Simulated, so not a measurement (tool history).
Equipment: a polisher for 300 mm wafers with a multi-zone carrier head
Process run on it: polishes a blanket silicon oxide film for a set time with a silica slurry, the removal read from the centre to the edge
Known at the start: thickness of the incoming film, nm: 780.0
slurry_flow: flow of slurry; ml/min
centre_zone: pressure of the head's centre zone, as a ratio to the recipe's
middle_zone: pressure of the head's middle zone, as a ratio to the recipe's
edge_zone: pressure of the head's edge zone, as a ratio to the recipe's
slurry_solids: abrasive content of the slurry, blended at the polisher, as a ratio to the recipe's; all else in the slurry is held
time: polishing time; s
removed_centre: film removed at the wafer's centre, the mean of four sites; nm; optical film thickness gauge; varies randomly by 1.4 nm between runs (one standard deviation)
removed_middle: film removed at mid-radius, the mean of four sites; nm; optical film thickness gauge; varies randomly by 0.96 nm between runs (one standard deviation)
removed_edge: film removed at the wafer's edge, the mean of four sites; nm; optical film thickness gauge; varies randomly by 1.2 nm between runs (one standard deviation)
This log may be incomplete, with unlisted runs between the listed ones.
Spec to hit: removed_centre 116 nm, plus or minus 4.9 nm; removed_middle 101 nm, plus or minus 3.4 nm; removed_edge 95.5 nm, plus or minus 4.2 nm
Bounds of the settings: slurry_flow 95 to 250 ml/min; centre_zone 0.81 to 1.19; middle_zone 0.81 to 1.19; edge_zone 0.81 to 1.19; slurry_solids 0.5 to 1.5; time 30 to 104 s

| run | hour | slurry_flow | centre_zone | middle_zone | edge_zone | slurry_solids | time | removed_centre | removed_middle | removed_edge |
|---|---|---|---|---|---|---|---|---|---|---|
| 1 | 0 | 160 | 1 | 1 | 1 | 1 | 67 | 161.94 | 173.41 | 169.15 |
| 2 | 6.7 | 160 | 1.05 | 0.98 | 0.95 | 0.85 | 61 | 149.27 | 142.66 | 140.19 |
| 3 | 8.2 | 160 | 1.06 | 0.98 | 0.91 | 0.75 | 58 | 136.6 | 127.54 | 122.08 |
| 4 | 15.7 | 160 | 1.06 | 0.92 | 0.91 | 0.75 | 58 | 131.74 | 121.92 | 123.8 |
| 5 | 17.9 | 200 | 1.06 | 0.92 | 0.91 | 0.75 | 58 | 141.13 | 126.44 | 122.92 |
| 6 | 20.3 | 200 | 1.06 | 0.92 | 0.96 | 0.75 | 58 | 139.52 | 127.07 | 126.21 |
| 7 | 25.1 | 210 | 1.06 | 0.91 | 0.93 | 0.65 | 56 | 127.99 | 114.97 | 112.62 |
| 8 | 31.1 | 215 | 1.06 | 0.9 | 0.91 | 0.6 | 55 | 119.75 | 107.38 | 106.72 |

Pick the move, out of 4, that brings all results within their allowed miss; only one does.
| A | 37.1 | 250 | 1.11 | 0.94 | 0.88 | 0.6 | 49 | ? | ? | ? |
| B | 37.1 | 160 | 1.02 | 0.81 | 0.99 | 0.6 | 61 | ? | ? | ? |
| C | 37.1 | 175 | 0.98 | 0.85 | 0.99 | 0.6 | 64 | ? | ? | ? |
| D | 37.1 | 200 | 1 | 0.87 | 0.97 | 0.65 | 58 | ? | ? | ? |

| move | removed_centre | removed_middle | removed_edge |
|---|---|---|---|
| A | 114.29 | 99.388 | 95.378 |
| B | 120.84 | 103.48 | 119.01 |
| C | 123.95 | 114.24 | 126.18 |
| D | 122.6 | 112.31 | 120.1 |
A: each result inside its tolerance
B: further off than the last run
C: further off than the last run
D: further off than the last run
A meets every target.
